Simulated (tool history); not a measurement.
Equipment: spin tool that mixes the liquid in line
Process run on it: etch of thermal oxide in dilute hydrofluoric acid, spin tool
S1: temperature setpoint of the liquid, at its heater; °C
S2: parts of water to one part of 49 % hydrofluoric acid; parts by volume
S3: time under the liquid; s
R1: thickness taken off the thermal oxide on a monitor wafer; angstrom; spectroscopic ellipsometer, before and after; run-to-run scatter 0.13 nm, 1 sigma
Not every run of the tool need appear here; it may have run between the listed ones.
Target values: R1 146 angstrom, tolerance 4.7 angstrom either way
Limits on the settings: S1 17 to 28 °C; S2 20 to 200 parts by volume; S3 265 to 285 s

{"run": 1, "day": 0.0, "S1": 20, "S2": 110, "S3": 265, "R1": 101.81}
{"run": 2, "day": 0.171, "S1": 21, "S2": 110, "S3": 265, "R1": 106.8}
{"run": 3, "day": 0.5, "S1": 21, "S2": 110, "S3": 285, "R1": 115.08}
{"run": 4, "day": 0.642, "S1": 22, "S2": 110, "S3": 285, "R1": 119.46}
{"run": 5, "day": 0.754, "S1": 22, "S2": 95, "S3": 285, "R1": 139.35}
{"run": 6, "day": 1.079, "S1": 20, "S2": 95, "S3": 285, "R1": 128.8}
{"run": 7, "day": 1.154, "S1": 20.5, "S2": 95, "S3": 285, "R1": 132.53}
{"run": 8, "day": 1.254, "S1": 21, "S2": 95, "S3": 285, "R1": 134.67}
{"day": 1.35, "done": "hydrofluoric acid flow meter replaced"}
{"run": 9, "day": 1.35, "S1": 23, "S2": 95, "S3": 285, "R1": 133.47}

Pick the move, out of 4, that brings all results within their allowed miss; only one does.
{"run": "A", "day": 1.446, "S1": 24.5, "S2": 100, "S3": 280, "R1": "?"}
{"run": "B", "day": 1.446, "S1": 26.5, "S2": 105, "S3": 285, "R1": "?"}
{"run": "C", "day": 1.446, "S1": 24.5, "S2": 95, "S3": 265, "R1": "?"}
{"run": "D", "day": 1.446, "S1": 22.5, "S2": 80, "S3": 265, "R1": "?"}

move=A R1=130.43
move=B R1=135.83
move=C R1=130.75
move=D R1=145.97
A: its largest miss is bigger than the last run's
B: nearer than the last run, and not there yet
C: its largest miss is bigger than the last run's
D: all results in spec
Correct choice: D, which meets every target
